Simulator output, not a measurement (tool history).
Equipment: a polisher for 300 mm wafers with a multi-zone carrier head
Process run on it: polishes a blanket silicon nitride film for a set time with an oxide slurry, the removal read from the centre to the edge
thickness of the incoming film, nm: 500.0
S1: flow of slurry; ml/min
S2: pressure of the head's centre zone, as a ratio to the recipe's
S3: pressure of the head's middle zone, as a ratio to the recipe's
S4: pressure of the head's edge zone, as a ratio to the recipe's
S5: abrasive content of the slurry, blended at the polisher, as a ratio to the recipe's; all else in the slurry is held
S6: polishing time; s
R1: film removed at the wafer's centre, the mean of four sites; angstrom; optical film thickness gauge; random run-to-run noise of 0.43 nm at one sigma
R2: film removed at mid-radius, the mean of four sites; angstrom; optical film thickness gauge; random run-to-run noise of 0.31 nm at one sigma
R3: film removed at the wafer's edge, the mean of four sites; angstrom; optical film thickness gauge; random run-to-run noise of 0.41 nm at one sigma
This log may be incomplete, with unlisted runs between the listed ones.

run	hour	S1	S2	S3	S4	S5	S6	R1	R2	R3
1	0	190	1	1	1	1	44	409.43	403.5	400.69
2	1.5	190	1	0.92	1	1	44	412.51	372.85	418.38
3	7.1	185	1	0.92	0.99	1	44	414.8	379.36	408.22
4	10.5	185	0.95	0.92	0.99	1	44	395.33	376.28	406.8
5	18.8	185	0.95	0.92	0.99	0.8	44	323.39	313.35	334.47
6	25.7	185	0.95	1	0.99	0.8	44	331.56	335.79	337.95

Estimate the outcome of run 7 from the log above:
7	31.7	215	1.05	0.95	1.06	0.85	44	?	?	?

R1: 387.95 angstrom
R2: 346.94 angstrom
R3: 381.7 angstrom
